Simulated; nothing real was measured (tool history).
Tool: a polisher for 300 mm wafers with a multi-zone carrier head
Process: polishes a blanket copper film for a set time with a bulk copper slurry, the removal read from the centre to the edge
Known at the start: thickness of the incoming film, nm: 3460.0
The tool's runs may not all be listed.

run,day,flow of slurry (ml/min),pressure of the head's centre zone,pressure of the head's middle zone,pressure of the head's edge zone,abrasive content of the slurry,polishing time (s),film removed at the wafer's centre (angstrom),film removed at mid-radius (angstrom),film removed at the wafer's edge (angstrom)
1,0.000,175,1.00,1.00,1.00,1.00,68,5835.4,6030.6,5754.8
2,0.104,175,1.00,1.00,0.93,1.00,68,5888.1,5994.1,5619.1
3,0.292,190,1.04,0.98,0.96,1.10,70,6497.3,6200.6,6036.1
4,0.450,190,1.04,1.06,0.96,1.10,70,6486.8,6634.4,6015.0
5,0.817,200,1.07,1.04,0.98,1.20,71,6928.1,6826.8,6243.5
6,1.025,210,1.10,1.01,1.00,1.25,73,7424.3,6933.4,6612.8
7,1.262,220,1.12,0.99,1.01,1.30,74,7656.2,6979.5,6781.9

Run 8 comes next. What will it give?
8,1.596,225,1.14,0.97,1.01,1.35,76,?,?,?

Run 8 gave film removed at the wafer's centre (angstrom) 8170.5, film removed at mid-radius (angstrom) 7069.4, film removed at the wafer's edge (angstrom) 7140.9.

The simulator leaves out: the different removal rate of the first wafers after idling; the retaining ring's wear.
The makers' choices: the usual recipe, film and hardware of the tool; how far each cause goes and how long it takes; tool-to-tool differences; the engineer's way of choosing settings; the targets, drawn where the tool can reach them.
